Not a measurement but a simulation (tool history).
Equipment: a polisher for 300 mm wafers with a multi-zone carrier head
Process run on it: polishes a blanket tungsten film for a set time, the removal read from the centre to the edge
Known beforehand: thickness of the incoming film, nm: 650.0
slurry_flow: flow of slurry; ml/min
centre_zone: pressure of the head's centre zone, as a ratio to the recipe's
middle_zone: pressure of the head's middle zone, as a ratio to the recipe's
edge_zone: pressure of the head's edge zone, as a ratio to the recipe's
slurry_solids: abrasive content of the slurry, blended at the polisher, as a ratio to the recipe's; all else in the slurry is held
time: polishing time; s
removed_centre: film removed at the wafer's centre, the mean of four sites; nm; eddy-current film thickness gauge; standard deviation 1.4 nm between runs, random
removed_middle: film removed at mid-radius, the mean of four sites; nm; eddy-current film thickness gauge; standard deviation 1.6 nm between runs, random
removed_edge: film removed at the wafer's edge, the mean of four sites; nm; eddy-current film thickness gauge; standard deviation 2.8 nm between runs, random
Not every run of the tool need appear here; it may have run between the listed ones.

run    day  slurry_flow  centre_zone  middle_zone  edge_zone  slurry_solids  time  removed_centre  removed_middle  removed_edge
  1      0          210            1            1          1              1    37          231.41          222.49        224.69
  2  0.129          210            1            1          1              1    32          197.87          193.52        194.35
  3  0.242          210            1            1       1.08              1    32           199.8          195.01        199.88
  4  0.375          210            1            1       1.01              1    32          199.68          188.87        188.05
  5  0.729          210            1         1.05       1.01              1    32          198.81          201.73        193.71
  6  1.071          210            1         1.02       1.05              1    32          198.92          196.18        196.85

What does the tool deliver on the next run?
  7  1.342          210            1            1       1.08              1    32               ?               ?             ?

removed_centre: 197.34 nm
removed_middle: 192.05 nm
removed_edge: 200.89 nm

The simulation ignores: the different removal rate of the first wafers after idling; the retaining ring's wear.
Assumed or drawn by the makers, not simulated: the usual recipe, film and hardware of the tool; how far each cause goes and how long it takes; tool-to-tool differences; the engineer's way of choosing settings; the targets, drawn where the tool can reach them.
